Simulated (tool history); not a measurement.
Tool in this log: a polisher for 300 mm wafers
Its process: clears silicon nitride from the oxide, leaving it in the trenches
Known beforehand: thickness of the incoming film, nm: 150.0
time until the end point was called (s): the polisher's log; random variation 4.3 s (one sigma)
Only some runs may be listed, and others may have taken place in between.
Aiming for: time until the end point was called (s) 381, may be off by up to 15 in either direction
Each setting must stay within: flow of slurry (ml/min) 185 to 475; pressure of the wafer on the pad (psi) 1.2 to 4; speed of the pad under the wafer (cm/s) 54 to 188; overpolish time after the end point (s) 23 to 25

run	day	flow of slurry (ml/min)	pressure of the wafer on the pad (psi)	speed of the pad under the wafer (cm/s)	overpolish time after the end point (s)	time until the end point was called (s)
1	0	305	2.6	120	23	185.99
2	0.254	355	2.6	120	23	177.68
3	0.508	350	2.5	118	23	191.2
4	0.8	285	2.5	118	23	195.32
5	1.05	285	2.4	116	23	201.31
6	1.129	285	2.3	112	23	224.27
7	1.242	285	2.2	112	23	233.95
8	1.6	285	2.1	112	23	239.91
9	1.817	285	2	110	23	258.55
10	2.038	285	2	110	23	255.42
11	2.196	285	1.9	108	23	267.59
12	2.283	285	1.8	106	23	295.19
13	2.375	285	1.7	106	23	306.52

Which single option among these 5 for the next run brings every result within its allowed miss of target? Just one does.
A	2.467	225	1.3	94	23	?
B	2.467	280	2.1	112	25	?
C	2.467	200	2.2	70	23	?
D	2.467	320	2.1	102	25	?
E	2.467	195	2.2	112	25	?

move	time until the end point was called (s)
A	458.08
B	242.27
C	380.39
D	261.72
E	243.31
A: takes the biggest miss from the last run beyond its target
B: lands further from the targets than the last run did
C: every result within its allowed miss
D: lands further from the targets than the last run did
E: lands further from the targets than the last run did
The right move is C.

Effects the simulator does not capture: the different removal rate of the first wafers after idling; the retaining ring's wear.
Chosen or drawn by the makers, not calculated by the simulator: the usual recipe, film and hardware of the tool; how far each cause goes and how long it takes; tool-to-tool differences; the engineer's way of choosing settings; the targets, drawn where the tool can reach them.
